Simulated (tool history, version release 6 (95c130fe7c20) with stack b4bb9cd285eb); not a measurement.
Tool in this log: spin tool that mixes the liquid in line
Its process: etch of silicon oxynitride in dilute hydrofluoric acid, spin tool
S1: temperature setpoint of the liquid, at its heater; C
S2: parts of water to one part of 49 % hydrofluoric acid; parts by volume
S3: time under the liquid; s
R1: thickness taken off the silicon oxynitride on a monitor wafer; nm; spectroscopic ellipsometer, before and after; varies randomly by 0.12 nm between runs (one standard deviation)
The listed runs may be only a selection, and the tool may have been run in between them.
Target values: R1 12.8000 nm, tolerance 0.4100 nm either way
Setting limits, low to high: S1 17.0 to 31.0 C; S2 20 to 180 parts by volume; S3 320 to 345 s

run,hour,S1,S2,S3,R1
1,0.0,23.0,100,320,7.9339
2,1.9,23.0,80,320,10.0000
3,10.5,24.0,80,320,10.6190
4,17.0,25.0,80,320,11.1080
5,22.9,25.0,100,320,8.7264
6,28.5,26.5,100,320,9.3864
7,36.1,27.5,100,320,9.8823
8,37.5,27.5,100,320,9.7702
9,43.3,28.5,95,320,10.9430
10,43.9,29.0,95,320,11.2660
11,51.7,29.5,95,320,11.3740
12,55.1,30.0,95,320,11.7560
13,59.3,30.5,95,320,11.8730

Next run, 4 choices. One meets every target within its allowed miss, the rest don't. Which?
A,63.5,24.5,75,330,?
B,63.5,26.5,80,320,?
C,63.5,30.5,90,325,?
D,63.5,25.5,80,320,?

move,R1
A,11.9460
B,11.8850
C,12.7660
D,11.3380
A: an improvement on the last run, though not all results are within tolerance
B: just as far off the targets as the last run
C: all results in spec
D: the biggest miss grows against the last run
Correct choice: C, which meets every target

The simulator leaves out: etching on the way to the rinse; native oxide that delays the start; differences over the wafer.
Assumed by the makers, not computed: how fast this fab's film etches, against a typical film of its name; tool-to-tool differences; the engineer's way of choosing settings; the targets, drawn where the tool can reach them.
